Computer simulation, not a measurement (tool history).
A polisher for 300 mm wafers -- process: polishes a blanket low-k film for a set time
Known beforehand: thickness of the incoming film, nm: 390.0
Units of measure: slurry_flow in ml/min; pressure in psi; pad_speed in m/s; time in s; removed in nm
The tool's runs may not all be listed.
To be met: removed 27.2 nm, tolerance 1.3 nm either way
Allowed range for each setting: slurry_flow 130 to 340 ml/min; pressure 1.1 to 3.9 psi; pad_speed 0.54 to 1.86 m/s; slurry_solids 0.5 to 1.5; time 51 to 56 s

Run 1, day 0: slurry_flow 220 ml/min, pressure 2.5 psi, pad_speed 1.18 m/s, slurry_solids 1, time 56 s. Result: removed 41.189 nm.
Run 2, day 0.296: slurry_flow 220 ml/min, pressure 2.5 psi, pad_speed 1.08 m/s, slurry_solids 1, time 56 s. Result: removed 37.482 nm.
Run 3, day 0.4: slurry_flow 220 ml/min, pressure 3 psi, pad_speed 1.08 m/s, slurry_solids 1, time 56 s. Result: removed 46.423 nm.
Run 4, day 0.517: slurry_flow 245 ml/min, pressure 3 psi, pad_speed 1.08 m/s, slurry_solids 1, time 56 s. Result: removed 46.486 nm.
Run 5, day 0.788: slurry_flow 245 ml/min, pressure 3 psi, pad_speed 1.08 m/s, slurry_solids 1, time 51 s. Result: removed 41.416 nm.
Run 6, day 0.867: slurry_flow 245 ml/min, pressure 3 psi, pad_speed 1.34 m/s, slurry_solids 1, time 51 s. Result: removed 50.193 nm.
Run 7, day 1.146: slurry_flow 245 ml/min, pressure 2.8 psi, pad_speed 1.32 m/s, slurry_solids 1, time 51 s. Result: removed 44.967 nm.
Run 8, day 1.292: slurry_flow 245 ml/min, pressure 2.6 psi, pad_speed 1.32 m/s, slurry_solids 1, time 51 s. Result: removed 42.606 nm.
Run 9, day 1.488: slurry_flow 245 ml/min, pressure 2.4 psi, pad_speed 1.32 m/s, slurry_solids 1, time 51 s. Result: removed 40.009 nm.
Run 10, day 1.567: slurry_flow 245 ml/min, pressure 2.3 psi, pad_speed 1.32 m/s, slurry_solids 1, time 51 s. Result: removed 37.829 nm.
Run 11, day 1.783: slurry_flow 245 ml/min, pressure 2.2 psi, pad_speed 1.32 m/s, slurry_solids 1, time 51 s. Result: removed 36.44 nm.
Run 12, day 2.05: slurry_flow 245 ml/min, pressure 2.1 psi, pad_speed 1.32 m/s, slurry_solids 1, time 51 s. Result: removed 33.845 nm.
Run 13, day 2.321: slurry_flow 245 ml/min, pressure 2 psi, pad_speed 1.32 m/s, slurry_solids 1, time 51 s. Result: removed 33.263 nm.
Run 14, day 2.604: slurry_flow 245 ml/min, pressure 1.9 psi, pad_speed 1.32 m/s, slurry_solids 1, time 51 s. Result: removed 31.435 nm.

Next run, 4 choices. One meets every target within its allowed miss, the rest don't. Which?
Run A, day 2.888: slurry_flow 275 ml/min, pressure 1.7 psi, pad_speed 1.26 m/s, slurry_solids 0.9, time 53 s. Result: removed ?.
Run B, day 2.888: slurry_flow 225 ml/min, pressure 1.9 psi, pad_speed 1.24 m/s, slurry_solids 1.1, time 51 s. Result: removed ?.
Run C, day 2.888: slurry_flow 315 ml/min, pressure 2.5 psi, pad_speed 1 m/s, slurry_solids 0.75, time 56 s. Result: removed ?.
Run D, day 2.888: slurry_flow 280 ml/min, pressure 2.1 psi, pad_speed 0.88 m/s, slurry_solids 1.1, time 56 s. Result: removed ?.

move  removed
   A   26.452
   B   30.906
   C   30.443
   D   29.599
A: every result lands within tolerance
B: nearer the targets than the last run, but a result is still out of spec
C: nearer the targets than the last run, but a result is still out of spec
D: nearer the targets than the last run, but a result is still out of spec
Move A is the one to make.
